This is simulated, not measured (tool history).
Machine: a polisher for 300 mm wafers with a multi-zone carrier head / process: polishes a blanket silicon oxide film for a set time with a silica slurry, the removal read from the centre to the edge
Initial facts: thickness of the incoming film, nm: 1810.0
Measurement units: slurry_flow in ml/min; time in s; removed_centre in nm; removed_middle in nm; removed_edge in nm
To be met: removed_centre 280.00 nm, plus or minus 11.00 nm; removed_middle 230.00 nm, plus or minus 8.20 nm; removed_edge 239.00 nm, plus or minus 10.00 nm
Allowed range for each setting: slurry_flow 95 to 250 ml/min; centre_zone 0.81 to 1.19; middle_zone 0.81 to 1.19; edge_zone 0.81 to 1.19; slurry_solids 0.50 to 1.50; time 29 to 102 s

| run | hour | slurry_flow | centre_zone | middle_zone | edge_zone | slurry_solids | time | removed_centre | removed_middle | removed_edge |
|---|---|---|---|---|---|---|---|---|---|---|
| 1 | 0.0 | 160 | 1.00 | 1.00 | 1.00 | 1.00 | 65 | 167.99 | 158.90 | 163.83 |
| 2 | 5.1 | 170 | 1.03 | 1.01 | 1.02 | 1.10 | 66 | 183.08 | 174.00 | 174.77 |
| 3 | 9.5 | 175 | 1.06 | 0.99 | 1.03 | 1.20 | 68 | 206.21 | 188.53 | 189.51 |
| 4 | 15.0 | 175 | 1.06 | 0.99 | 1.03 | 1.20 | 60 | 181.53 | 162.39 | 170.25 |
| 5 | 18.0 | 180 | 1.08 | 0.99 | 1.05 | 1.25 | 62 | 197.56 | 173.67 | 179.69 |
| 6 | 20.0 | 185 | 1.09 | 0.99 | 1.07 | 1.30 | 64 | 208.34 | 186.85 | 187.70 |
| 7 | 27.7 | 175 | 1.16 | 0.89 | 1.09 | 1.50 | 78 | 284.94 | 215.42 | 243.84 |
| 8 | 32.5 | 175 | 1.16 | 0.89 | 1.09 | 1.50 | 78 | 282.41 | 219.55 | 249.40 |

5 candidate next runs follow, results not yet known. Just one meets every target within its allowed miss. Identify it.
| A | 37.3 | 195 | 1.15 | 0.97 | 1.05 | 1.45 | 77 | ? | ? | ? |
| B | 37.3 | 185 | 1.19 | 0.90 | 1.07 | 1.50 | 74 | ? | ? | ? |
| C | 37.3 | 180 | 1.19 | 0.85 | 1.07 | 1.50 | 81 | ? | ? | ? |
| D | 37.3 | 175 | 1.17 | 0.81 | 1.12 | 1.45 | 78 | ? | ? | ? |
| E | 37.3 | 190 | 0.99 | 0.83 | 0.96 | 1.50 | 88 | ? | ? | ? |

| move | removed_centre | removed_middle | removed_edge |
|---|---|---|---|
| A | 279.98 | 230.32 | 241.47 |
| B | 279.34 | 208.82 | 236.06 |
| C | 304.08 | 217.04 | 257.69 |
| D | 282.49 | 197.35 | 249.88 |
| E | 277.22 | 233.60 | 267.40 |
A: hits every target within its allowed miss
B: its largest miss is bigger than the last run's
C: its largest miss is bigger than the last run's
D: its largest miss is bigger than the last run's
E: gets the furthest-off result to its target, but another result is out of tolerance
Answer: A

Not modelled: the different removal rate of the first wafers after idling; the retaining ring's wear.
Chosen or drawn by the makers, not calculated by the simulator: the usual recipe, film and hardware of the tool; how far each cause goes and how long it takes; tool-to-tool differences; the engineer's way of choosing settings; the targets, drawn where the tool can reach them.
